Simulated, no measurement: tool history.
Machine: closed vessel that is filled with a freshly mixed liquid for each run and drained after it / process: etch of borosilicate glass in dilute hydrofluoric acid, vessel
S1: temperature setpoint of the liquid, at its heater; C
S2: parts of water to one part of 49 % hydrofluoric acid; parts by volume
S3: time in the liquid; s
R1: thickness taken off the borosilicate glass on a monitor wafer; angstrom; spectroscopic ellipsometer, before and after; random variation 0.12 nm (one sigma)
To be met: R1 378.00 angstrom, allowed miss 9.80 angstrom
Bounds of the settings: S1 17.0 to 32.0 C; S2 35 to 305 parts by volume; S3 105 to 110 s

run	hour	S1	S2	S3	R1
1	0.0	24.0	170	105	182.07
2	6.8	27.0	170	105	201.29
3	15.8	27.0	110	105	338.65
4	19.5	27.0	110	105	336.64
5	25.3	27.5	110	105	343.68
6	27.5	28.0	110	105	349.56
7	35.6	28.5	110	105	357.26
8	41.8	29.0	110	105	362.98

Which of these 4 next moves meets every target?
A	48.0	31.5	120	110	?
B	48.0	27.0	110	105	?
C	48.0	29.0	120	110	?
D	48.0	28.5	115	110	?

move	R1
A	379.15
B	338.41
C	345.86
D	356.59
A: every result within its allowed miss
B: lands further from the targets than the last run did
C: lands further from the targets than the last run did
D: lands further from the targets than the last run did
Correct choice: A, which meets every target
